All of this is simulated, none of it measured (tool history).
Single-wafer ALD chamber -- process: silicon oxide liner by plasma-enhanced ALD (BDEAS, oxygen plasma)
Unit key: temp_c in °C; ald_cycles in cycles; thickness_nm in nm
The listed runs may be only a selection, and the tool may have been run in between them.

run,hour,temp_c,ald_cycles,thickness_nm
1,0.0,310,33,3.2461
2,1.1,310,29,2.8327
3,3.4,310,25,2.4571
4,5.1,309,26,2.5654
5,9.1,309,23,2.2716
6,14.7,309,22,2.1703
7,16.9,308,24,2.3665
8,19.7,307,25,2.4778
9,22.6,303,26,2.5871
10,29.8,301,27,2.6707
11,33.1,300,28,2.7894
12,34.3,299,28,2.8070
13,43.2,297,28,2.8440
14,45.0,295,28,2.8440
15,54.0,294,28,2.8621

Run 16 is up next; what results do you expect?
16,54.7,293,28,?

thickness_nm: 2.8603 nm

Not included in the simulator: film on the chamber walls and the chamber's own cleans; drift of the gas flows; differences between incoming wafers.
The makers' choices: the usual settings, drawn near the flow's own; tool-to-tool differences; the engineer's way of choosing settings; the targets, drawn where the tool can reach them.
